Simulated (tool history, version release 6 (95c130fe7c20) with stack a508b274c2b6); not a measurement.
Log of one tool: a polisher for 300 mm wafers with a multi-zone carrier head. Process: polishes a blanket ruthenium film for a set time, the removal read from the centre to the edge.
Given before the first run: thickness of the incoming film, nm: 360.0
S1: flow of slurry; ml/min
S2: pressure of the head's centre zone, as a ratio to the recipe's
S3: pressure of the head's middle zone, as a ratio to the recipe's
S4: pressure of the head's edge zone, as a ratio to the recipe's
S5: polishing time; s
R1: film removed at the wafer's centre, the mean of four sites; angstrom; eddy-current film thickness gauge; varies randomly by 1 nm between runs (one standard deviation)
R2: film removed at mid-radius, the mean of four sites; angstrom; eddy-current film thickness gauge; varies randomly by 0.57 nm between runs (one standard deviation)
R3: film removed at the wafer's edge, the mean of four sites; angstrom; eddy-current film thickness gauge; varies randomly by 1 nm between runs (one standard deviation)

run    day   S1    S2    S3    S4  S5      R1      R2      R3
  1      0  240     1     1     1  62  592.83  596.05  579.37
  2  0.262  240  0.93     1     1  62  549.53  591.41  581.39
  3  0.433  245  0.95  1.02  1.04  66  600.61  636.04  638.24
  4  0.783  245  0.91  1.02  1.04  66  574.17  650.79   641.8
  5  0.938  245  0.91  1.02  0.97  66  575.53  642.72  600.69
  6  1.171  290  0.91  1.02  0.97  66  586.16  654.34   620.1
  7   1.35  300  0.95  1.05  1.02  68  652.59  696.53  658.42
  8  1.379  305  0.95  1.07  1.06  70  663.96  733.73  693.68
  9  1.567  310  0.96  1.07  1.09  71  659.77   739.6   727.6

Predict the results of run 10:
 10  1.596  330  1.06  1.11  1.12  75   ?   ?   ?

R1: 794.38 angstrom
R2: 807.99 angstrom
R3: 768.99 angstrom
